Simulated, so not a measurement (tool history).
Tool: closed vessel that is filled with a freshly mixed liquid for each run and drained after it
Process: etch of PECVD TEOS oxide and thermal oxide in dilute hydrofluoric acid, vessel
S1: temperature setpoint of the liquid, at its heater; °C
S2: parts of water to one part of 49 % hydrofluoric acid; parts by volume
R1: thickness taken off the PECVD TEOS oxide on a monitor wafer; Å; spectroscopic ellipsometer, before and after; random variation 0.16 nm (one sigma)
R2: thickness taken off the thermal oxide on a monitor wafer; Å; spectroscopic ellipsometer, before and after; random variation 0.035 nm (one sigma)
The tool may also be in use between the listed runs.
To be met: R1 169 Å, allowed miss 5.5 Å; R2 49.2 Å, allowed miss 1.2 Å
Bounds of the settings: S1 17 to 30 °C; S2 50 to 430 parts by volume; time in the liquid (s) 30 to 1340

Run 1, hour 0: S1 22 °C, S2 240 parts by volume, time in the liquid (s) 685. Result: R1 391.11 Å, R2 112.4 Å.
Run 2, hour 3.9: S1 20.5 °C, S2 280 parts by volume, time in the liquid (s) 685. Result: R1 305.52 Å, R2 88.096 Å.
Run 3, hour 8.6: S1 20.5 °C, S2 330 parts by volume, time in the liquid (s) 685. Result: R1 244.87 Å, R2 72.035 Å.
Run 4, hour 18: S1 19.5 °C, S2 345 parts by volume, time in the liquid (s) 680. Result: R1 226.09 Å, R2 64.623 Å.
Run 5, hour 21.2: S1 19.5 °C, S2 375 parts by volume, time in the liquid (s) 680. Result: R1 199.21 Å, R2 57.494 Å.
Run 6, hour 22.8: S1 19 °C, S2 385 parts by volume, time in the liquid (s) 680. Result: R1 190.72 Å, R2 55.055 Å.
Run 7, hour 30: S1 18.5 °C, S2 390 parts by volume, time in the liquid (s) 680. Result: R1 183.74 Å, R2 53.524 Å.
Run 8, hour 39.3: S1 18 °C, S2 395 parts by volume, time in the liquid (s) 680. Result: R1 178.23 Å, R2 51.765 Å.

4 next moves are on the table. One of them brings every result within its allowed miss. Which?
Run A, hour 48.6: S1 18.5 °C, S2 350 parts by volume, time in the liquid (s) 575. Result: R1 ?, R2 ?.
Run B, hour 48.6: S1 17.5 °C, S2 405 parts by volume, time in the liquid (s) 680. Result: R1 ?, R2 ?.
Run C, hour 48.6: S1 17.5 °C, S2 360 parts by volume, time in the liquid (s) 630. Result: R1 ?, R2 ?.
Run D, hour 48.6: S1 17 °C, S2 420 parts by volume, time in the liquid (s) 780. Result: R1 ?, R2 ?.

move      R1      R2
   A  180.15  51.564
   B   169.9  48.632
   C  183.53  52.531
   D  182.47  52.228
A: nearer than the last run, and not there yet
B: meets every target
C: further off than the last run
D: further off than the last run
Answer: B

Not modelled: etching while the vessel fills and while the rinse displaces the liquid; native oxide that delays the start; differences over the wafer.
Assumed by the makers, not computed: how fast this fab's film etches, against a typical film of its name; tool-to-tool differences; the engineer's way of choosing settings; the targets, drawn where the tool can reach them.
